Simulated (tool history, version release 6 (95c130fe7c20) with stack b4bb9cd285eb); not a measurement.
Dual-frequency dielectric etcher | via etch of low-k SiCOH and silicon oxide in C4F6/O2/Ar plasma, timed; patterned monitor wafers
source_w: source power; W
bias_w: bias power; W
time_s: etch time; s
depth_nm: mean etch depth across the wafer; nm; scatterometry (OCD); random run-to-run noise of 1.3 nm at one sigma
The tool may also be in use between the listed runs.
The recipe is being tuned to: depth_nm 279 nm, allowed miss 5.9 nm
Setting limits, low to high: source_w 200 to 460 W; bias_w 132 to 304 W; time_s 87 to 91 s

Run 1, hour 0: source_w 330 W, bias_w 218 W, time_s 87 s. Result: depth_nm 238.12 nm.
Run 2, hour 7.9: source_w 370 W, bias_w 218 W, time_s 87 s. Result: depth_nm 247.9 nm.
Run 3, hour 10.3: source_w 380 W, bias_w 223 W, time_s 87 s. Result: depth_nm 251.18 nm.
Run 4, hour 15.1: source_w 410 W, bias_w 223 W, time_s 87 s. Result: depth_nm 257.58 nm.
Run 5, hour 23.6: source_w 420 W, bias_w 228 W, time_s 87 s. Result: depth_nm 260.41 nm.
Run 6, hour 26: source_w 420 W, bias_w 204 W, time_s 87 s. Result: depth_nm 254.51 nm.
At hour 28.4: wet clean of the chamber.
Run 7, hour 28.4: source_w 420 W, bias_w 204 W, time_s 87 s. Result: depth_nm 266.31 nm.
Run 8, hour 35.9: source_w 430 W, bias_w 203 W, time_s 87 s. Result: depth_nm 270.46 nm.
Run 9, hour 39.3: source_w 430 W, bias_w 203 W, time_s 87 s. Result: depth_nm 269.99 nm.
Run 10, hour 44.1: source_w 430 W, bias_w 202 W, time_s 87 s. Result: depth_nm 270.36 nm.
Run 11, hour 46.4: source_w 430 W, bias_w 202 W, time_s 87 s. Result: depth_nm 269.86 nm.

Below are 4 possible settings for the next run. Only one of them brings all results inside the allowed miss of their targets. Which is it?
Run A, hour 48.7: source_w 450 W, bias_w 227 W, time_s 90 s. Result: depth_nm ?.
Run B, hour 48.7: source_w 400 W, bias_w 202 W, time_s 87 s. Result: depth_nm ?.
Run C, hour 48.7: source_w 460 W, bias_w 234 W, time_s 89 s. Result: depth_nm ?.
Run D, hour 48.7: source_w 410 W, bias_w 232 W, time_s 88.5 s. Result: depth_nm ?.

move  depth_nm
   A    290.67
   B    260.23
   C    292.36
   D    278.09
A: pushes the last run's worst result past its target
B: its largest miss is bigger than the last run's
C: pushes the last run's worst result past its target
D: in spec on every target
D is the move that brings every result within its allowed miss.
